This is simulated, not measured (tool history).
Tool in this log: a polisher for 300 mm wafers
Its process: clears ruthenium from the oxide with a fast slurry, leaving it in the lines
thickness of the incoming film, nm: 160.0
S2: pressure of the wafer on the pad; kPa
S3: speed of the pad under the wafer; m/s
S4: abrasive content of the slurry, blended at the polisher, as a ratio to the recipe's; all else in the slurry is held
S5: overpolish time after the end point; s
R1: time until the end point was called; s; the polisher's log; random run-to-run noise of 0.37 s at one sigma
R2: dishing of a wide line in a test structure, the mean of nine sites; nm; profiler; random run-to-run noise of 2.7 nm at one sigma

{"run": 1, "hour": 0.0, "flow of slurry (ml/min)": 145, "S2": 23.4, "S3": 0.8, "S4": 1.0, "S5": 21, "R1": 30.694, "R2": 68.762}
{"run": 2, "hour": 6.2, "flow of slurry (ml/min)": 110, "S2": 23.4, "S3": 0.8, "S4": 1.0, "S5": 21, "R1": 31.94, "R2": 70.357}
{"run": 3, "hour": 14.4, "flow of slurry (ml/min)": 110, "S2": 24.1, "S3": 0.8, "S4": 1.0, "S5": 22, "R1": 31.209, "R2": 71.729}
{"run": 4, "hour": 19.4, "flow of slurry (ml/min)": 130, "S2": 24.1, "S3": 0.8, "S4": 1.0, "S5": 22, "R1": 31.387, "R2": 68.702}
{"run": 5, "hour": 27.7, "flow of slurry (ml/min)": 130, "S2": 24.8, "S3": 0.8, "S4": 1.0, "S5": 24, "R1": 29.544, "R2": 80.728}
{"run": 6, "hour": 34.6, "flow of slurry (ml/min)": 130, "S2": 25.5, "S3": 0.8, "S4": 1.0, "S5": 25, "R1": 29.39, "R2": 83.52}
{"run": 7, "hour": 38.1, "flow of slurry (ml/min)": 130, "S2": 26.2, "S3": 0.8, "S4": 1.0, "S5": 26, "R1": 28.772, "R2": 85.194}
{"run": 8, "hour": 43.3, "flow of slurry (ml/min)": 130, "S2": 26.9, "S3": 0.8, "S4": 1.0, "S5": 27, "R1": 27.137, "R2": 88.077}

What will run 9 give?
{"run": 9, "hour": 47.5, "flow of slurry (ml/min)": 130, "S2": 26.9, "S3": 0.8, "S4": 1.0, "S5": 28, "R1": "?", "R2": "?"}

{"run 9": {"R1": 27.787, "R2": 90.686}}

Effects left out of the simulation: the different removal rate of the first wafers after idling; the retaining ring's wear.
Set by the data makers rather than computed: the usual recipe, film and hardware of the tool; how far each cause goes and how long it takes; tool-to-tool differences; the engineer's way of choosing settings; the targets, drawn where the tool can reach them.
